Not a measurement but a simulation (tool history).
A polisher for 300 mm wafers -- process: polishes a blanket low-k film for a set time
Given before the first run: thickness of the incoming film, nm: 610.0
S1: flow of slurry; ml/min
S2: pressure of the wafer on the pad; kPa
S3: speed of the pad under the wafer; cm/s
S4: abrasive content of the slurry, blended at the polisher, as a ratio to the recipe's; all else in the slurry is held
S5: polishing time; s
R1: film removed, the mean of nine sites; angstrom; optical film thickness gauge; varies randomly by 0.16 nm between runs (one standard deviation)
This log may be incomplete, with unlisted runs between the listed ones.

run,hour,S1,S2,S3,S4,S5,R1
1,0.0,180,9.0,114,1.0,58,195.36
2,1.7,180,9.0,86,1.0,58,155.36
3,4.6,180,9.0,72,1.0,58,134.67
4,7.5,155,9.0,72,1.0,58,129.34
5,12.4,155,6.9,72,1.0,58,103.16
6,20.5,160,6.9,72,1.0,58,105.29
7,21.6,165,6.9,72,1.0,58,104.20

Run 8 comes next. What will it give?
8,25.5,170,6.9,72,1.0,58,?

{"run 8": {"R1": 103.95}}
